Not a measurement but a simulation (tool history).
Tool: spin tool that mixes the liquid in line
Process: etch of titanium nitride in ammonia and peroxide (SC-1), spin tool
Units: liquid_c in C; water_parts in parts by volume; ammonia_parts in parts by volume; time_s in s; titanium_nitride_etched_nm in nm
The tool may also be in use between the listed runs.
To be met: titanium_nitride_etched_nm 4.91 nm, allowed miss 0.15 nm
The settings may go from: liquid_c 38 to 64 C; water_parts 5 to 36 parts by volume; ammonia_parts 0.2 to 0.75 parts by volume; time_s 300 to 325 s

{"run": 1, "hour": 0.0, "liquid_c": 48, "water_parts": 20, "ammonia_parts": 0.45, "time_s": 300, "titanium_nitride_etched_nm": 8.8268}
{"run": 2, "hour": 2.4, "liquid_c": 48, "water_parts": 20, "ammonia_parts": 0.55, "time_s": 300, "titanium_nitride_etched_nm": 9.1281}
{"run": 3, "hour": 8.0, "liquid_c": 48, "water_parts": 20, "ammonia_parts": 0.7, "time_s": 300, "titanium_nitride_etched_nm": 9.6427}
{"run": 4, "hour": 10.7, "liquid_c": 42.5, "water_parts": 20, "ammonia_parts": 0.7, "time_s": 300, "titanium_nitride_etched_nm": 6.5132}
{"run": 5, "hour": 15.1, "liquid_c": 42, "water_parts": 20, "ammonia_parts": 0.7, "time_s": 300, "titanium_nitride_etched_nm": 6.1751}
{"run": 6, "hour": 23.6, "liquid_c": 42, "water_parts": 20, "ammonia_parts": 0.75, "time_s": 300, "titanium_nitride_etched_nm": 6.3328}
{"run": 7, "hour": 25.8, "liquid_c": 41.5, "water_parts": 20, "ammonia_parts": 0.75, "time_s": 300, "titanium_nitride_etched_nm": 6.1209}
{"run": 8, "hour": 31.5, "liquid_c": 41, "water_parts": 20, "ammonia_parts": 0.75, "time_s": 300, "titanium_nitride_etched_nm": 5.8791}
{"run": 9, "hour": 39.0, "liquid_c": 38, "water_parts": 20, "ammonia_parts": 0.75, "time_s": 300, "titanium_nitride_etched_nm": 4.5859}

Which of these 5 next moves meets every target?
{"run": "A", "hour": 46.5, "liquid_c": 41.5, "water_parts": 24, "ammonia_parts": 0.7, "time_s": 300, "titanium_nitride_etched_nm": "?"}
{"run": "B", "hour": 46.5, "liquid_c": 40, "water_parts": 23, "ammonia_parts": 0.7, "time_s": 320, "titanium_nitride_etched_nm": "?"}
{"run": "C", "hour": 46.5, "liquid_c": 39, "water_parts": 24.5, "ammonia_parts": 0.75, "time_s": 325, "titanium_nitride_etched_nm": "?"}
{"run": "D", "hour": 46.5, "liquid_c": 42.5, "water_parts": 28, "ammonia_parts": 0.75, "time_s": 300, "titanium_nitride_etched_nm": "?"}
{"run": "E", "hour": 46.5, "liquid_c": 42, "water_parts": 32.5, "ammonia_parts": 0.75, "time_s": 325, "titanium_nitride_etched_nm": "?"}

move=A titanium_nitride_etched_nm=5.3835
move=B titanium_nitride_etched_nm=5.2642
move=C titanium_nitride_etched_nm=4.8514
move=D titanium_nitride_etched_nm=5.3795
move=E titanium_nitride_etched_nm=5.1632
A: takes the result that was furthest off past its target
B: takes the result that was furthest off past its target
C: meets every target
D: takes the result that was furthest off past its target
E: takes the result that was furthest off past its target
The right move is C.
